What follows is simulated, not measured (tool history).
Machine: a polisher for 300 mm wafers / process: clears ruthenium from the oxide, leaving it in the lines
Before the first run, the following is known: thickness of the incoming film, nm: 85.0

run	hour	flow of slurry (ml/min)	pressure of the wafer on the pad (psi)	speed of the pad under the wafer (m/s)	overpolish time after the end point (s)	time until the end point was called (s)
1	0	220	1.8	1	7	76.254
2	5.3	220	1.9	1	7	71.36
3	14.2	220	1.9	0.82	7	88.786
4	14.9	220	2.1	0.82	7	80.519
5	23.9	220	1.7	0.82	7	98.67
6	29.6	220	2	0.82	7	85.267

Run 7 comes next. What will it give?
7	35.7	220	2.2	0.82	7	?

{"run 7": {"time until the end point was called (s)": 79.284}}
